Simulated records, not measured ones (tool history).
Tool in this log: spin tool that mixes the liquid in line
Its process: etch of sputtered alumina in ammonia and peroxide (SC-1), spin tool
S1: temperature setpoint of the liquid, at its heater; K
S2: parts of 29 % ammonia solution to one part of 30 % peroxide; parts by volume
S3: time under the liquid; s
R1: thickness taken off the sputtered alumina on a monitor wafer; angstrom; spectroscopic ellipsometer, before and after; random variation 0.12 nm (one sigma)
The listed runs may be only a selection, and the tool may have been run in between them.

{"run": 1, "hour": 0.0, "S1": 331.15, "S2": 1, "S3": 200, "R1": 177.39}
{"run": 2, "hour": 4.3, "S1": 330.15, "S2": 1, "S3": 200, "R1": 169.46}
{"run": 3, "hour": 12.6, "S1": 329.15, "S2": 1, "S3": 200, "R1": 156.25}
{"run": 4, "hour": 15.7, "S1": 329.15, "S2": 1, "S3": 215, "R1": 169.54}
{"run": 5, "hour": 22.4, "S1": 328.15, "S2": 1, "S3": 215, "R1": 162.7}
{"run": 6, "hour": 26.6, "S1": 328.15, "S2": 1, "S3": 215, "R1": 160.52}

Run 7 has not been measured yet. What should we expect?
{"run": 7, "hour": 27.3, "S1": 327.65, "S2": 1, "S3": 215, "R1": "?"}

R1: 156.22 angstrom

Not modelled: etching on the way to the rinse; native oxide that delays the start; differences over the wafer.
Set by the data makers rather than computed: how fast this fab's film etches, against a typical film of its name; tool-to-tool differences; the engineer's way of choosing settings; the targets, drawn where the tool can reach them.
